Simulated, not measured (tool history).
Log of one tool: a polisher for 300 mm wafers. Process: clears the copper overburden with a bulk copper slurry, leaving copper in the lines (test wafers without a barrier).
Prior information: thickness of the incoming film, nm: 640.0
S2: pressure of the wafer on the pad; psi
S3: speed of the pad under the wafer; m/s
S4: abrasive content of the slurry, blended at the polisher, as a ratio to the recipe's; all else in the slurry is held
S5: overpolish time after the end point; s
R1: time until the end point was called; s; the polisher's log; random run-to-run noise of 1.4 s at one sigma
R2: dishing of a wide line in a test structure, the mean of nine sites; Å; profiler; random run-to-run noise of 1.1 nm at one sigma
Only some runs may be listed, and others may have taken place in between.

run 1 hour=0.0 | flow_of_slurry_(ml/min)=145 S2=2.3 S3=1.28 S4=1.0 S5=17 | R1=77.847 R2=654.98
run 2 hour=2.1 | flow_of_slurry_(ml/min)=135 S2=2.3 S3=1.28 S4=1.0 S5=17 | R1=79.183 R2=653.90
run 3 hour=3.5 | flow_of_slurry_(ml/min)=135 S2=2.1 S3=1.28 S4=1.0 S5=16 | R1=87.116 R2=589.68
run 4 hour=10.9 | flow_of_slurry_(ml/min)=135 S2=2.1 S3=1.28 S4=1.0 S5=12 | R1=84.832 R2=532.03
run 5 hour=17.2 | flow_of_slurry_(ml/min)=135 S2=2.1 S3=1.16 S4=1.0 S5=12 | R1=92.097 R2=457.48
run 6 hour=21.3 | flow_of_slurry_(ml/min)=135 S2=2.1 S3=0.88 S4=1.0 S5=12 | R1=119.350 R2=365.62
run 7 hour=28.1 | flow_of_slurry_(ml/min)=135 S2=2.1 S3=0.88 S4=1.0 S5=12 | R1=121.600 R2=387.29
run 8 hour=30.0 | flow_of_slurry_(ml/min)=140 S2=2.2 S3=0.88 S4=1.0 S5=13 | R1=117.440 R2=424.10

For run 9, what comes out?
run 9 hour=36.7 | flow_of_slurry_(ml/min)=140 S2=2.3 S3=0.88 S4=1.0 S5=13 | R1=? R2=?

{"run 9": {"R1": 109.78, "R2": 450.61}}
